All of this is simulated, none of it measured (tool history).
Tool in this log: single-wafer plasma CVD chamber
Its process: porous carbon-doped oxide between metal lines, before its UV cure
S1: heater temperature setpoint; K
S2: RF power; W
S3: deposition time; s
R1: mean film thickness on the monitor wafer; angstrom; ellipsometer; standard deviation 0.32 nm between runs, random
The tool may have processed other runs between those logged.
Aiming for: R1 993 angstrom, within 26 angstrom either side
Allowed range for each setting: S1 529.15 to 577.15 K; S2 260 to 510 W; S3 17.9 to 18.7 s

| run | day | S1 | S2 | S3 | R1 |
|---|---|---|---|---|---|
| 1 | 0 | 553.15 | 385 | 18.7 | 873.31 |
| 2 | 0.258 | 550.15 | 390 | 18.7 | 900.35 |
| 3 | 0.533 | 550.15 | 390 | 17.9 | 864.45 |
| 4 | 0.875 | 547.15 | 395 | 17.9 | 889.46 |
| 5 | 1.192 | 547.15 | 395 | 17.9 | 896.94 |
| 6 | 1.562 | 554.15 | 395 | 17.9 | 846.42 |
| 7 | 1.583 | 551.15 | 400 | 17.9 | 871.62 |
| 8 | 1.775 | 548.15 | 405 | 17.9 | 901 |
| 9 | 1.962 | 546.15 | 410 | 17.9 | 926.54 |
| 10 | 2.112 | 544.15 | 410 | 17.9 | 936.58 |
| 11 | 2.146 | 543.15 | 410 | 17.9 | 950.72 |

Consider the 4 candidate settings below. Which is the only one whose results all fall within their allowed miss of target?
| A | 2.179 | 544.15 | 395 | 17.9 | ? |
| B | 2.179 | 542.15 | 435 | 18.7 | ? |
| C | 2.179 | 547.15 | 450 | 18.1 | ? |
| D | 2.179 | 542.15 | 390 | 18.3 | ? |

| move | R1 |
|---|---|
| A | 912.61 |
| B | 1039.3 |
| C | 995.06 |
| D | 937.5 |
A: the biggest miss grows against the last run
B: the result that was furthest off in the last run now lies on the other side of its target
C: each result inside its tolerance
D: the biggest miss grows against the last run
Move C is the one to make.

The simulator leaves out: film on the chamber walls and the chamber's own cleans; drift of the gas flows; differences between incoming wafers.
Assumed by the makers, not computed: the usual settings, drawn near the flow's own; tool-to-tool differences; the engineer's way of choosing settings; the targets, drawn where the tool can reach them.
